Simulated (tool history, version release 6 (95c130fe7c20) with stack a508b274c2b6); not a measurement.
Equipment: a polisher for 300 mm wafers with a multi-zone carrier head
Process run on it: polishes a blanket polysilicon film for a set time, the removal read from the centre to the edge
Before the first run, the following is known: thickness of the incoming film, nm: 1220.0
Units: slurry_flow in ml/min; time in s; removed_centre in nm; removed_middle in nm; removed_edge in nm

{"run": 1, "hour": 0.0, "slurry_flow": 300, "centre_zone": 1, "middle_zone": 1, "edge_zone": 1, "time": 40, "removed_centre": 227.02, "removed_middle": 230.42, "removed_edge": 226.26}
{"run": 2, "hour": 8.5, "slurry_flow": 305, "centre_zone": 0.97, "middle_zone": 0.99, "edge_zone": 1.06, "time": 42, "removed_centre": 232.75, "removed_middle": 238.56, "removed_edge": 244.55}
{"run": 3, "hour": 9.2, "slurry_flow": 310, "centre_zone": 0.94, "middle_zone": 0.99, "edge_zone": 1.1, "time": 43, "removed_centre": 229.51, "removed_middle": 246, "removed_edge": 258.91}
{"run": 4, "hour": 9.9, "slurry_flow": 310, "centre_zone": 0.94, "middle_zone": 0.99, "edge_zone": 1.02, "time": 43, "removed_centre": 229.14, "removed_middle": 246.79, "removed_edge": 242.55}
{"run": 5, "hour": 12.7, "slurry_flow": 350, "centre_zone": 0.94, "middle_zone": 0.99, "edge_zone": 1.02, "time": 43, "removed_centre": 231.4, "removed_middle": 252.29, "removed_edge": 247.89}
{"run": 6, "hour": 21.1, "slurry_flow": 370, "centre_zone": 0.93, "middle_zone": 0.99, "edge_zone": 1.08, "time": 43, "removed_centre": 232.34, "removed_middle": 249.27, "removed_edge": 255.84}
{"run": 7, "hour": 27.4, "slurry_flow": 365, "centre_zone": 0.92, "middle_zone": 0.99, "edge_zone": 1.12, "time": 44, "removed_centre": 231.46, "removed_middle": 257.21, "removed_edge": 266.24}
{"run": 8, "hour": 33.5, "slurry_flow": 360, "centre_zone": 0.91, "middle_zone": 0.98, "edge_zone": 1.14, "time": 45, "removed_centre": 236.65, "removed_middle": 257.87, "removed_edge": 273.39}
{"run": 9, "hour": 37.4, "slurry_flow": 355, "centre_zone": 0.85, "middle_zone": 0.96, "edge_zone": 1.19, "time": 46, "removed_centre": 227.15, "removed_middle": 260.17, "removed_edge": 281.1}

The next listed run, before its measurement:
{"run": 10, "hour": 41.1, "slurry_flow": 355, "centre_zone": 0.85, "middle_zone": 0.95, "edge_zone": 1.19, "time": 46, "removed_centre": "?", "removed_middle": "?", "removed_edge": "?"}

removed_centre: 225.64 nm
removed_middle: 260.07 nm
removed_edge: 288.84 nm

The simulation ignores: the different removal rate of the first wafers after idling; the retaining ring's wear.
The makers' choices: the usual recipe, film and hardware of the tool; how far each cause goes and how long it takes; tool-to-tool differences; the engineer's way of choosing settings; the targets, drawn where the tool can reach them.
